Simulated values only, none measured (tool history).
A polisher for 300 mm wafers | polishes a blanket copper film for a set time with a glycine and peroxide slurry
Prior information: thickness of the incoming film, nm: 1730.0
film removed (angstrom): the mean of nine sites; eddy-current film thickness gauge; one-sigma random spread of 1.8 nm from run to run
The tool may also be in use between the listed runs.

run,hour,flow of slurry (ml/min),pressure of the wafer on the pad (kPa),speed of the pad under the wafer (m/s),polishing time (s),film removed (angstrom)
1,0.0,230,17.2,1.30,60,3237.4
2,0.8,230,17.2,1.58,60,3782.0
3,2.6,230,17.2,1.44,60,3523.8
4,6.0,220,15.9,1.44,60,3288.6
5,10.9,220,15.2,1.44,60,3203.1
6,15.8,275,15.2,1.44,60,3213.1
7,24.2,275,14.5,1.44,60,3116.0

Run 8 has not been measured yet. What should we expect?
8,29.4,275,13.8,1.44,60,?

Run 8 measured film removed (angstrom) 3013.3.

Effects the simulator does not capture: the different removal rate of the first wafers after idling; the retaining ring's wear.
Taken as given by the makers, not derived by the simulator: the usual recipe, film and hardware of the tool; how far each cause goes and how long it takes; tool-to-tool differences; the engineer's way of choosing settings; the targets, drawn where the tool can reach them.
